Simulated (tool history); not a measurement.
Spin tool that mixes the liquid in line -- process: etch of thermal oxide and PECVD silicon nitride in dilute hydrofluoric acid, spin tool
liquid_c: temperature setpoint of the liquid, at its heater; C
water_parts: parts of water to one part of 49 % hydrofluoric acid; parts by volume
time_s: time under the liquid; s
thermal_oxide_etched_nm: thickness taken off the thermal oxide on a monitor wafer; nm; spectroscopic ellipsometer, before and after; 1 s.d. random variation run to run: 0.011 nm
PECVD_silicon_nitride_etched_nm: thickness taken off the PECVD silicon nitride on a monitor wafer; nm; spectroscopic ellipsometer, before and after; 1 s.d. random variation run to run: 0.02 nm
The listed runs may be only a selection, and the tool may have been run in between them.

run,day,liquid_c,water_parts,time_s,thermal_oxide_etched_nm,PECVD_silicon_nitride_etched_nm
1,0,23,265,180,3.2982,4.9281
2,0.196,22.5,315,185,2.6426,4.1538
3,0.425,24.5,315,185,2.8188,4.6504
4,0.8,23,350,185,2.3125,3.8567
5,0.896,23,410,185,1.903,3.2504
6,1.175,23,410,115,1.1864,2.0399
7,1.429,23,405,115,1.2002,2.074

Run 8, settings as shown, results not yet in. Your forecast:
8,1.762,23,400,115,?,?

thermal_oxide_etched_nm: 1.2136 nm
PECVD_silicon_nitride_etched_nm: 2.086 nm
